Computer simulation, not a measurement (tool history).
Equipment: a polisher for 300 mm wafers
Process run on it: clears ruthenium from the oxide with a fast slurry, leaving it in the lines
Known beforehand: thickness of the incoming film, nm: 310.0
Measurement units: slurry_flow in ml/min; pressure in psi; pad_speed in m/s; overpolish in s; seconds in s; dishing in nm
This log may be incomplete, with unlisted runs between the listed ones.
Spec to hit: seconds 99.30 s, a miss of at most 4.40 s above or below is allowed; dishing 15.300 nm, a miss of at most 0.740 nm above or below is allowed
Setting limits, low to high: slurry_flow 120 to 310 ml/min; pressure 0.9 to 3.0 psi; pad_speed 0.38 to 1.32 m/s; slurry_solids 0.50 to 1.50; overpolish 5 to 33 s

run  hour  slurry_flow  pressure  pad_speed  slurry_solids  overpolish  seconds  dishing
  1   0.0          200       1.9       0.84           1.00          17   143.19   25.894
  2   7.4          200       2.0       0.84           1.00          15   137.06   24.723
  3  14.0          245       2.0       0.84           1.00          15   137.43   24.836
  4  15.0          245       2.0       0.84           0.90          15   144.67   23.759
  5  21.5          245       2.0       0.84           0.90          21   144.67   29.787
  6  29.9          225       2.0       0.84           0.90          21   146.65   30.247
  7  33.9          240       2.0       0.86           0.95          18   135.73   28.626
  8  37.7          220       2.2       0.84           0.90          16   135.21   26.000
  9  39.6          200       2.3       0.84           0.85          14   133.41   23.450
 10  40.2          185       2.4       0.86           0.80          12   136.30   21.186
 11  47.8          175       2.5       0.90           0.75          11   133.46   20.482
 12  48.4          165       2.6       0.94           0.70          10   127.40   18.300
 13  53.5          170       2.7       0.98           0.65           9   128.03   17.762
 14  57.3          160       2.8       1.04           0.65           8   117.95   16.227
 15  59.0          160       2.8       1.06           0.65           8   116.13   17.414
 16  64.7          155       2.8       1.10           0.65           7   111.22   15.647
 17  70.2          155       2.8       1.12           0.65           7   107.97   15.645

Of the 5 settings listed for the next run, only one would bring every result within its allowed miss of target. Which one?
  A  75.7          150       2.5       1.20           0.65           7        ?        ?
  B  75.7          200       2.5       0.96           0.75           8        ?        ?
  C  75.7          240       2.5       0.90           0.85           7        ?        ?
  D  75.7          160       3.0       1.04           0.65           7        ?        ?
  E  75.7          125       3.0       1.22           0.65           6        ?        ?

move  seconds  dishing
   A   114.71   15.477
   B   122.53   16.389
   C   117.57   15.156
   D   111.91   15.807
   E   101.07   15.117
A: the biggest miss grows against the last run
B: the biggest miss grows against the last run
C: the biggest miss grows against the last run
D: the biggest miss grows against the last run
E: hits every target within its allowed miss
E is the move that brings every result within its allowed miss.
